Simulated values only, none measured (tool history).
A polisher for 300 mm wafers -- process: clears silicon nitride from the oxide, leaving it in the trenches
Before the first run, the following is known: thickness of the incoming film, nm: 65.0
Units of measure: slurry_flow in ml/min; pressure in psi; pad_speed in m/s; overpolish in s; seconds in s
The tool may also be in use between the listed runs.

| run | hour | slurry_flow | pressure | pad_speed | overpolish | seconds |
|---|---|---|---|---|---|---|
| 1 | 0 | 200 | 1.9 | 0.9 | 37 | 105.97 |
| 2 | 3.2 | 200 | 2.3 | 0.9 | 37 | 95.855 |
| 3 | 5.3 | 200 | 2.1 | 0.9 | 37 | 100.51 |
| 4 | 14.1 | 200 | 2.3 | 0.9 | 37 | 94.338 |
| 5 | 17 | 200 | 2.1 | 0.9 | 37 | 102.33 |
| 6 | 18.5 | 150 | 2.1 | 0.9 | 37 | 104.57 |
| 7 | 21.2 | 150 | 2.1 | 0.9 | 37 | 104.73 |
| 8 | 28.8 | 150 | 2 | 0.9 | 37 | 110.5 |
| 9 | 30.3 | 145 | 1.9 | 0.9 | 37 | 113.07 |
| 10 | 37.7 | 145 | 1.8 | 0.9 | 37 | 118.34 |
| 11 | 42.6 | 145 | 1.7 | 0.9 | 37 | 121.31 |
| 12 | 46.2 | 145 | 1.6 | 0.9 | 37 | 127.41 |
| 13 | 52.5 | 140 | 1.5 | 0.9 | 37 | 133.32 |

Run 14, settings as shown, results not yet in. Your forecast:
| 14 | 57.4 | 140 | 1.5 | 0.9 | 37 | ? |

For run 14 the tool returned seconds 131.32 s.
